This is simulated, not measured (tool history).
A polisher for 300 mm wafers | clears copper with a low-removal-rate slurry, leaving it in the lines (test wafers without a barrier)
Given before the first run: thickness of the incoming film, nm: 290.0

run    day  flow of slurry (ml/min)  pressure of the wafer on the pad (psi)  speed of the pad under the wafer (m/s)  abrasive content of the slurry  overpolish time after the end point (s)  time until the end point was called (s)  dishing of a wide line in a test structure (Å)
  1  0.000                      300                                     3.8                                    1.08                            1.00                                       25                                   85.607                                          405.98
  2  0.325                      300                                     3.8                                    1.08                            1.15                                       25                                   80.215                                          412.58
  3  0.454                      300                                     3.8                                    1.34                            1.15                                       25                                   66.681                                          433.81
  4  0.667                      300                                     3.8                                    1.34                            1.15                                       15                                   65.530                                          339.17
  5  0.700                      300                                     3.8                                    1.34                            1.25                                       15                                   64.837                                          348.62
  6  0.817                      300                                     3.6                                    1.34                            1.25                                       15                                   68.673                                          344.66
  7  0.900                      300                                     3.5                                    1.34                            1.25                                       15                                   70.859                                          333.09
  8  1.100                      300                                     3.4                                    1.34                            1.25                                       15                                   72.855                                          328.52

Run 9 is up next; what results do you expect?
  9  1.196                      300                                     3.3                                    1.34                            1.25                                       15                                        ?                                               ?

Run 9 came out at time until the end point was called (s) 74.317, dishing of a wide line in a test structure (Å) 322.41.

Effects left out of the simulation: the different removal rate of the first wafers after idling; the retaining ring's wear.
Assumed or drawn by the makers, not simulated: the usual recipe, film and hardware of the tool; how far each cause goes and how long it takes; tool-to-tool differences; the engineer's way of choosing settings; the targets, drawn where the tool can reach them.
